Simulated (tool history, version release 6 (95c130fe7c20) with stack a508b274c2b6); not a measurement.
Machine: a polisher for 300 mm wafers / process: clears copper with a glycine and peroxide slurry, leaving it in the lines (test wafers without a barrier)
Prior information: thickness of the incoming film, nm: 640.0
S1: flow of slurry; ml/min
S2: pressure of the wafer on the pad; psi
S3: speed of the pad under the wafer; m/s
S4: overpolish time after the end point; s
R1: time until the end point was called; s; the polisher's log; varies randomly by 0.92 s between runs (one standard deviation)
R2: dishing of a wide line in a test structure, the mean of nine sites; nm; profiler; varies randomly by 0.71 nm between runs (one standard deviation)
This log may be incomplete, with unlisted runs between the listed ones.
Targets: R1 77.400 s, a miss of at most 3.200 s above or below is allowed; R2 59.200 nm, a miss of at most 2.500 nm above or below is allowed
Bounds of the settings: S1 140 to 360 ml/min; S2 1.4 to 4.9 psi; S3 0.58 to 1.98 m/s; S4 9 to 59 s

Run 1, day 0.000: S1 230 ml/min, S2 3.1 psi, S3 1.28 m/s, S4 30 s. Result: R1 70.758 s, R2 103.800 nm.
Run 2, day 0.221: S1 205 ml/min, S2 2.5 psi, S3 1.48 m/s, S4 23 s. Result: R1 77.286 s, R2 82.016 nm.
Run 3, day 0.379: S1 205 ml/min, S2 2.5 psi, S3 1.48 m/s, S4 30 s. Result: R1 77.923 s, R2 91.981 nm.
Run 4, day 0.400: S1 205 ml/min, S2 3.1 psi, S3 1.48 m/s, S4 30 s. Result: R1 64.916 s, R2 104.720 nm.
Run 5, day 0.771: S1 190 ml/min, S2 2.7 psi, S3 1.62 m/s, S4 23 s. Result: R1 70.318 s, R2 90.237 nm.
Run 6, day 0.992: S1 190 ml/min, S2 2.7 psi, S3 1.50 m/s, S4 23 s. Result: R1 72.221 s, R2 85.253 nm.
Run 7, day 1.183: S1 190 ml/min, S2 2.7 psi, S3 1.50 m/s, S4 23 s. Result: R1 72.766 s, R2 85.671 nm.
Run 8, day 1.271: S1 175 ml/min, S2 2.4 psi, S3 1.62 m/s, S4 18 s. Result: R1 78.038 s, R2 70.748 nm.
Run 9, day 1.642: S1 175 ml/min, S2 2.4 psi, S3 1.64 m/s, S4 15 s. Result: R1 77.065 s, R2 63.361 nm.

Next run, 4 choices. One meets every target within its allowed miss, the rest don't. Which?
Run A, day 2.012: S1 240 ml/min, S2 2.0 psi, S3 1.92 m/s, S4 14 s. Result: R1 ?, R2 ?.
Run B, day 2.012: S1 155 ml/min, S2 2.7 psi, S3 1.48 m/s, S4 17 s. Result: R1 ?, R2 ?.
Run C, day 2.012: S1 200 ml/min, S2 2.8 psi, S3 1.28 m/s, S4 16 s. Result: R1 ?, R2 ?.
Run D, day 2.012: S1 190 ml/min, S2 2.4 psi, S3 1.46 m/s, S4 18 s. Result: R1 ?, R2 ?.

move      R1      R2
   A  76.677  58.083
   B  76.114  69.025
   C  77.808  65.876
   D  81.961  67.431
A: meets every target
B: the biggest miss grows against the last run
C: the biggest miss grows against the last run
D: the biggest miss grows against the last run
The right move is A.
